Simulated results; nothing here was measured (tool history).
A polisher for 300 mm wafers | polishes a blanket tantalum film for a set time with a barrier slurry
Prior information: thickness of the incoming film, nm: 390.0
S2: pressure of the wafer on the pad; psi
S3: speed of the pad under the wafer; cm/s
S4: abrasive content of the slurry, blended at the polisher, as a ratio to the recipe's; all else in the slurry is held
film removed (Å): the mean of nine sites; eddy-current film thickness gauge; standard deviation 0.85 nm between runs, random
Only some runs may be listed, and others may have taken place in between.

run 1 day=0.000 | flow_of_slurry_(ml/min)=145 S2=2.2 S3=110 S4=1.0 polishing_time_(s)=44 | film_removed_(Å)=1034.1
run 2 day=0.312 | flow_of_slurry_(ml/min)=155 S2=2.3 S3=110 S4=1.0 polishing_time_(s)=44 | film_removed_(Å)=1100.4
run 3 day=0.483 | flow_of_slurry_(ml/min)=185 S2=2.3 S3=110 S4=1.0 polishing_time_(s)=44 | film_removed_(Å)=1130.6
run 4 day=0.546 | flow_of_slurry_(ml/min)=190 S2=2.3 S3=110 S4=1.0 polishing_time_(s)=44 | film_removed_(Å)=1122.5
run 5 day=0.829 | flow_of_slurry_(ml/min)=190 S2=2.4 S3=110 S4=1.0 polishing_time_(s)=44 | film_removed_(Å)=1194.8
run 6 day=0.958 | flow_of_slurry_(ml/min)=195 S2=2.4 S3=110 S4=1.0 polishing_time_(s)=44 | film_removed_(Å)=1196.2

Predict the results of run 7:
run 7 day=1.200 | flow_of_slurry_(ml/min)=200 S2=2.4 S3=110 S4=1.0 polishing_time_(s)=44 | film_removed_(Å)=?

Run 7 yielded film removed (Å) 1209.0.
